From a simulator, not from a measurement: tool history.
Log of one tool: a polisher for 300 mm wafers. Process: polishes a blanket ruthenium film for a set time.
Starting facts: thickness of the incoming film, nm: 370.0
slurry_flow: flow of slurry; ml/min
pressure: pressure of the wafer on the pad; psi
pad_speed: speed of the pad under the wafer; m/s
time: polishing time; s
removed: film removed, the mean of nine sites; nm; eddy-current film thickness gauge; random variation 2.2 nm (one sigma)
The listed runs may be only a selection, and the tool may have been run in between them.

run,hour,slurry_flow,pressure,pad_speed,time,removed
1,0.0,170,1.4,1.06,112,72.358
2,4.6,170,1.6,1.10,112,86.529
3,12.9,170,1.9,1.10,112,101.940
4,17.2,170,2.0,1.14,112,110.070
5,24.1,205,2.0,1.14,112,119.080
6,28.9,205,2.0,1.24,112,126.250

Run 7 comes next. What will it give?
7,34.7,210,2.1,1.24,112,?

removed: 129.610 nm
